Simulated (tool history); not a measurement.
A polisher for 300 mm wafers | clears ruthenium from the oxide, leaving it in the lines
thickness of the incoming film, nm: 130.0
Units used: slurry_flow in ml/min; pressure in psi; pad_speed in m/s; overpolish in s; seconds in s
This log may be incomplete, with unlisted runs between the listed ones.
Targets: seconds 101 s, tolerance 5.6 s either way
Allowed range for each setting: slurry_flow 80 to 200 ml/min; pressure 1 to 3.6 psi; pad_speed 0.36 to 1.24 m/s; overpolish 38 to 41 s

{"run": 1, "hour": 0.0, "slurry_flow": 130, "pressure": 2.3, "pad_speed": 0.8, "overpolish": 38, "seconds": 155.64}
{"run": 2, "hour": 0.6, "slurry_flow": 130, "pressure": 2.4, "pad_speed": 0.8, "overpolish": 38, "seconds": 148.65}
{"run": 3, "hour": 5.1, "slurry_flow": 130, "pressure": 2.4, "pad_speed": 0.8, "overpolish": 41, "seconds": 147.19}
{"run": 4, "hour": 11.7, "slurry_flow": 130, "pressure": 2.5, "pad_speed": 0.8, "overpolish": 41, "seconds": 142.2}
{"run": 5, "hour": 14.5, "slurry_flow": 130, "pressure": 2.2, "pad_speed": 0.8, "overpolish": 41, "seconds": 157.95}
{"run": 6, "hour": 19.6, "slurry_flow": 145, "pressure": 2.2, "pad_speed": 0.8, "overpolish": 41, "seconds": 154.84}
{"run": 7, "hour": 24.1, "slurry_flow": 145, "pressure": 2.3, "pad_speed": 0.8, "overpolish": 41, "seconds": 150.94}
{"run": 8, "hour": 28.7, "slurry_flow": 145, "pressure": 2.4, "pad_speed": 0.8, "overpolish": 41, "seconds": 145.21}
{"run": 9, "hour": 35.4, "slurry_flow": 145, "pressure": 2.5, "pad_speed": 0.8, "overpolish": 41, "seconds": 140.39}
{"run": 10, "hour": 42.5, "slurry_flow": 145, "pressure": 2.6, "pad_speed": 0.8, "overpolish": 41, "seconds": 131.71}
{"run": 11, "hour": 51.1, "slurry_flow": 145, "pressure": 2.7, "pad_speed": 0.8, "overpolish": 41, "seconds": 132.47}

Consider the 4 candidate settings below. Which is the only one whose results all fall within their allowed miss of target?
{"run": "A", "hour": 59.7, "slurry_flow": 150, "pressure": 3.4, "pad_speed": 0.96, "overpolish": 41, "seconds": "?"}
{"run": "B", "hour": 59.7, "slurry_flow": 145, "pressure": 3, "pad_speed": 1.08, "overpolish": 41, "seconds": "?"}
{"run": "C", "hour": 59.7, "slurry_flow": 175, "pressure": 3.3, "pad_speed": 0.82, "overpolish": 41, "seconds": "?"}
{"run": "D", "hour": 59.7, "slurry_flow": 200, "pressure": 3.3, "pad_speed": 0.92, "overpolish": 41, "seconds": "?"}

move=A seconds=85.879
move=B seconds=87.013
move=C seconds=100.65
move=D seconds=88.365
A: carries the result that was furthest off beyond its target, to the other side
B: carries the result that was furthest off beyond its target, to the other side
C: each result inside its tolerance
D: carries the result that was furthest off beyond its target, to the other side
The move that meets every target is C.

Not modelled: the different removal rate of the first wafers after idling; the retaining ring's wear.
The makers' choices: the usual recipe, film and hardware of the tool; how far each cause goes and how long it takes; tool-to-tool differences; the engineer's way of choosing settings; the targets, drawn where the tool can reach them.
